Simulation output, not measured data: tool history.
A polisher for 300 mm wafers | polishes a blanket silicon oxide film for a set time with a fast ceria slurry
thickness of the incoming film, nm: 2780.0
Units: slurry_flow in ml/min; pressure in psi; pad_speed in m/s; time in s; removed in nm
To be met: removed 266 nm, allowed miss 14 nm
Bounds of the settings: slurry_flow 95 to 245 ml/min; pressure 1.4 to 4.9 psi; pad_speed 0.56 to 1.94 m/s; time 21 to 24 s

Run 1, hour 0: slurry_flow 155 ml/min, pressure 3.1 psi, pad_speed 1.24 m/s, time 24 s. Result: removed 510.79 nm.
Run 2, hour 5.6: slurry_flow 155 ml/min, pressure 2.8 psi, pad_speed 1.22 m/s, time 24 s. Result: removed 481.92 nm.
Run 3, hour 6.3: slurry_flow 155 ml/min, pressure 2.5 psi, pad_speed 1.14 m/s, time 24 s. Result: removed 397.09 nm.
Run 4, hour 14: slurry_flow 140 ml/min, pressure 2.5 psi, pad_speed 1.14 m/s, time 24 s. Result: removed 393.24 nm.
Run 5, hour 17.7: slurry_flow 140 ml/min, pressure 2.3 psi, pad_speed 1.12 m/s, time 24 s. Result: removed 342.56 nm.
Run 6, hour 21.5: slurry_flow 170 ml/min, pressure 2.3 psi, pad_speed 1.12 m/s, time 24 s. Result: removed 352.72 nm.
Run 7, hour 27.2: slurry_flow 170 ml/min, pressure 2.2 psi, pad_speed 1.12 m/s, time 24 s. Result: removed 341.24 nm.
Run 8, hour 30.2: slurry_flow 170 ml/min, pressure 2.1 psi, pad_speed 1.12 m/s, time 24 s. Result: removed 334.43 nm.
Run 9, hour 31.8: slurry_flow 170 ml/min, pressure 2 psi, pad_speed 1.12 m/s, time 24 s. Result: removed 315.65 nm.
Run 10, hour 35: slurry_flow 170 ml/min, pressure 1.9 psi, pad_speed 1.12 m/s, time 24 s. Result: removed 302.39 nm.
Run 11, hour 36.4: slurry_flow 170 ml/min, pressure 1.8 psi, pad_speed 1.12 m/s, time 24 s. Result: removed 292.93 nm.

Which of these 5 next moves meets every target?
Run A, hour 37.8: slurry_flow 175 ml/min, pressure 1.9 psi, pad_speed 1.32 m/s, time 24 s. Result: removed ?.
Run B, hour 37.8: slurry_flow 160 ml/min, pressure 2.5 psi, pad_speed 0.96 m/s, time 21 s. Result: removed ?.
Run C, hour 37.8: slurry_flow 160 ml/min, pressure 1.9 psi, pad_speed 1.36 m/s, time 24 s. Result: removed ?.
Run D, hour 37.8: slurry_flow 145 ml/min, pressure 1.9 psi, pad_speed 0.98 m/s, time 24 s. Result: removed ?.
Run E, hour 37.8: slurry_flow 225 ml/min, pressure 1.5 psi, pad_speed 1.1 m/s, time 24 s. Result: removed ?.

move  removed
   A   359.74
   B   297.27
   C   365.87
   D    262.7
   E   248.46
A: further off than the last run
B: further off than the last run
C: further off than the last run
D: meets every target
E: takes the result that was furthest off past its target
Move D is the one to make.

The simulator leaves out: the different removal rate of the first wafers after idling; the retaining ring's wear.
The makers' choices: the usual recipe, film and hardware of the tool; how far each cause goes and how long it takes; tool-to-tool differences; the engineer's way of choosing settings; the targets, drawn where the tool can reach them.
